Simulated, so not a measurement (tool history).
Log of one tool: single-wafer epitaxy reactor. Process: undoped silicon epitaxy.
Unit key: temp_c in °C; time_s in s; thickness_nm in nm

| run | hour | temp_c | time_s | thickness_nm |
|---|---|---|---|---|
| 1 | 0.0 | 675 | 350 | 103.60 |
| 2 | 4.8 | 675 | 370 | 109.19 |
| 3 | 12.3 | 677 | 370 | 113.39 |
| 4 | 19.0 | 677 | 405 | 124.13 |
| 5 | 27.2 | 677 | 357 | 110.24 |
| 6 | 28.8 | 679 | 357 | 113.41 |
| 7 | 31.7 | 681 | 357 | 118.06 |
| 8 | 33.5 | 682 | 357 | 120.03 |
| 9 | 36.8 | 683 | 357 | 121.85 |

Expected results for the next run?
| 10 | 38.5 | 684 | 357 | ? |

Run 10 came out at thickness_nm 124.64 nm.
